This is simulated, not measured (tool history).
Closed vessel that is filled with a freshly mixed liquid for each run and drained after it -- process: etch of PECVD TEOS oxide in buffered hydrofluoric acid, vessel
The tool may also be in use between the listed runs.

run	hour	temperature setpoint of the liquid (K)	parts of 40 % ammonium fluoride to one part of 49 % hydrofluoric acid (parts by volume)	time in the liquid (s)	thickness taken off the PECVD TEOS oxide on a monitor wafer (Å)
1	0.0	295.15	18.5	35	340.98
2	8.3	295.15	20.5	35	309.39
3	13.2	295.15	16.0	35	394.01
4	18.3	298.65	16.0	35	479.66
# hour 19.2: thermometer replaced
5	19.2	299.65	14.5	35	611.75
6	25.1	300.15	14.0	35	649.97
7	32.9	300.65	13.5	35	685.30
8	34.9	301.15	13.0	35	732.55
9	42.8	301.65	13.0	35	756.94
10	49.8	303.15	10.5	35	1008.70
11	52.3	302.65	10.5	35	979.52

Run 12 is up next; what results do you expect?
12	61.5	302.65	10.5	35	?

Logged for run 12: thickness taken off the PECVD TEOS oxide on a monitor wafer (Å) 978.31.

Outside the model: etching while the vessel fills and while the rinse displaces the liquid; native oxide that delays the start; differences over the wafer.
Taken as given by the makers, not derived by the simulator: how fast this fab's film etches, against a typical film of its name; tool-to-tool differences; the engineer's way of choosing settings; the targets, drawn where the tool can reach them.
